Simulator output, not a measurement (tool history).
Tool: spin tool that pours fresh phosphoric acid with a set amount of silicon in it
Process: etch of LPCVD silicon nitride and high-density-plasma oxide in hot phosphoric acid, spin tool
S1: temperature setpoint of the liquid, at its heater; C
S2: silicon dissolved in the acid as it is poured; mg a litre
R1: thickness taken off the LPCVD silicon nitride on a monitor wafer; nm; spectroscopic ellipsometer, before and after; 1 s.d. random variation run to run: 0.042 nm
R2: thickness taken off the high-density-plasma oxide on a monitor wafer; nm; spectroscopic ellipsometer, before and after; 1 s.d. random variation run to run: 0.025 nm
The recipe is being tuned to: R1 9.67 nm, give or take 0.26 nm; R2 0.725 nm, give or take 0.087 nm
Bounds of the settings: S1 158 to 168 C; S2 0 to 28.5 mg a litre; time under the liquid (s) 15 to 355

Run 1, hour 0: S1 163 C, S2 12.5 mg a litre, time under the liquid (s) 180. Result: R1 16.828 nm, R2 0.9393 nm.
Run 2, hour 5.2: S1 163 C, S2 11 mg a litre, time under the liquid (s) 170. Result: R1 16.003 nm, R2 0.9222 nm.
Run 3, hour 12.3: S1 163 C, S2 6 mg a litre, time under the liquid (s) 170. Result: R1 15.958 nm, R2 0.98702 nm.
Run 4, hour 12.9: S1 163 C, S2 5.5 mg a litre, time under the liquid (s) 160. Result: R1 15.109 nm, R2 0.89829 nm.
Run 5, hour 18: S1 162.5 C, S2 5.5 mg a litre, time under the liquid (s) 160. Result: R1 14.725 nm, R2 0.87849 nm.
Run 6, hour 19.4: S1 163 C, S2 5 mg a litre, time under the liquid (s) 150. Result: R1 14.106 nm, R2 0.89488 nm.
Run 7, hour 23: S1 163 C, S2 4.5 mg a litre, time under the liquid (s) 140. Result: R1 13.182 nm, R2 0.79434 nm.
Run 8, hour 24: S1 163.5 C, S2 4 mg a litre, time under the liquid (s) 130. Result: R1 12.398 nm, R2 0.86185 nm.
Run 9, hour 25.7: S1 163.5 C, S2 4 mg a litre, time under the liquid (s) 130. Result: R1 12.363 nm, R2 0.81103 nm.
Run 10, hour 27.5: S1 163.5 C, S2 3.5 mg a litre, time under the liquid (s) 125. Result: R1 11.856 nm, R2 0.80684 nm.
Run 11, hour 32.1: S1 163.5 C, S2 3.5 mg a litre, time under the liquid (s) 120. Result: R1 11.573 nm, R2 0.8042 nm.
Run 12, hour 38.1: S1 163.5 C, S2 3.5 mg a litre, time under the liquid (s) 120. Result: R1 11.511 nm, R2 0.76228 nm.
Run 13, hour 46.3: S1 163.5 C, S2 3 mg a litre, time under the liquid (s) 115. Result: R1 11.09 nm, R2 0.76564 nm.

5 next moves are on the table. One of them brings every result within its allowed miss. Which?
Run A, hour 54.5: S1 163.5 C, S2 6 mg a litre, time under the liquid (s) 95. Result: R1 ?, R2 ?.
Run B, hour 54.5: S1 162 C, S2 7.5 mg a litre, time under the liquid (s) 100. Result: R1 ?, R2 ?.
Run C, hour 54.5: S1 166 C, S2 0 mg a litre, time under the liquid (s) 85. Result: R1 ?, R2 ?.
Run D, hour 54.5: S1 164 C, S2 0 mg a litre, time under the liquid (s) 100. Result: R1 ?, R2 ?.
Run E, hour 54.5: S1 165.5 C, S2 0 mg a litre, time under the liquid (s) 90. Result: R1 ?, R2 ?.

move      R1       R2
   A   9.064  0.53176
   B  9.0781  0.48622
   C  8.8043  0.64017
   D  9.6999  0.65159
   E   9.171   0.6538
A: pushes the last run's worst result past its target
B: pushes the last run's worst result past its target
C: pushes the last run's worst result past its target
D: all results in spec
E: pushes the last run's worst result past its target
Correct choice: D, which meets every target
